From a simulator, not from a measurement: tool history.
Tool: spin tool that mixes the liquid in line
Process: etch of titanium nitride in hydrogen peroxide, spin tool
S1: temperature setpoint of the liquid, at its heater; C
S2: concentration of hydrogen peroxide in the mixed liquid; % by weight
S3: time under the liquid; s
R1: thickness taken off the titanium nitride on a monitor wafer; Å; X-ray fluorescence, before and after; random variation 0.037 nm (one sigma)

| run | hour | S1 | S2 | S3 | R1 |
|---|---|---|---|---|---|
| 1 | 0 | 49 | 23.5 | 285 | 237.04 |
| 2 | 3.2 | 45 | 23.5 | 285 | 175.72 |
| 3 | 7.1 | 49 | 23.5 | 285 | 237.07 |
| 4 | 9.8 | 49 | 23.5 | 285 | 236.8 |
| 5 | 11.5 | 48 | 23.5 | 285 | 219.28 |
| 6 | 13.2 | 47 | 23.5 | 285 | 203.97 |
| 7 | 13.8 | 46 | 23.5 | 285 | 189.83 |
| 8 | 17.2 | 45 | 23.5 | 285 | 177.03 |
| 9 | 19.1 | 44 | 23.5 | 285 | 163.32 |

Run 10 comes next. What will it give?
| 10 | 21.4 | 37 | 23.5 | 285 | ? |

Run 10 gave R1 95.813 Å.

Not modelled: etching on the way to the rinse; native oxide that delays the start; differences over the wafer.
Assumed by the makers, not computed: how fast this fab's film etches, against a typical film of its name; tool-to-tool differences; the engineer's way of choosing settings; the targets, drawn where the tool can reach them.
